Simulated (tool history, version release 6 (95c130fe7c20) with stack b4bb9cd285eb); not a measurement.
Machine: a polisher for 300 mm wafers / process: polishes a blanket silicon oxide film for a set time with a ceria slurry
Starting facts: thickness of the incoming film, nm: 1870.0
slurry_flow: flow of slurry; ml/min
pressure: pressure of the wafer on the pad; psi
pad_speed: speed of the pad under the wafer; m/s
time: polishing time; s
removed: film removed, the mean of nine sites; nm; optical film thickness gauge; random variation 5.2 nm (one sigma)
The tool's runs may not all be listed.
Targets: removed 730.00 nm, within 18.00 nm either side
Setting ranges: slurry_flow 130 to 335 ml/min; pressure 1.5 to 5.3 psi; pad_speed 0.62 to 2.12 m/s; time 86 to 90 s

run  hour  slurry_flow  pressure  pad_speed  time  removed
  1   0.0          215       3.4       1.36    86   618.88
  2   8.7          215       3.4       1.54    86   702.66
  3  16.1          215       3.8       1.54    86   787.90
  4  17.6          170       3.8       1.54    86   755.67
  5  19.0          170       3.8       1.54    90   783.21
  6  22.9          165       3.8       1.54    90   788.15
  7  28.8          160       3.8       1.54    90   783.18
  8  37.2          155       3.8       1.54    90   782.67
  9  40.8          150       3.8       1.54    90   776.47
 10  45.7          145       3.8       1.54    90   787.07

Which single option among these 5 for the next run brings every result within its allowed miss of target? Just one does.
  A  50.6          180       5.1       1.12    90        ?
  B  50.6          245       3.4       1.62    89        ?
  C  50.6          170       4.3       1.52    89        ?
  D  50.6          130       4.1       1.52    87        ?
  E  50.6          155       4.0       1.42    87        ?

move  removed
   A   766.52
   B   756.22
   C   855.92
   D   768.01
   E   720.58
A: closer than the last run, but not yet in spec
B: closer than the last run, but not yet in spec
C: lands further from the targets than the last run did
D: closer than the last run, but not yet in spec
E: each result inside its tolerance
Move E is the one to make.

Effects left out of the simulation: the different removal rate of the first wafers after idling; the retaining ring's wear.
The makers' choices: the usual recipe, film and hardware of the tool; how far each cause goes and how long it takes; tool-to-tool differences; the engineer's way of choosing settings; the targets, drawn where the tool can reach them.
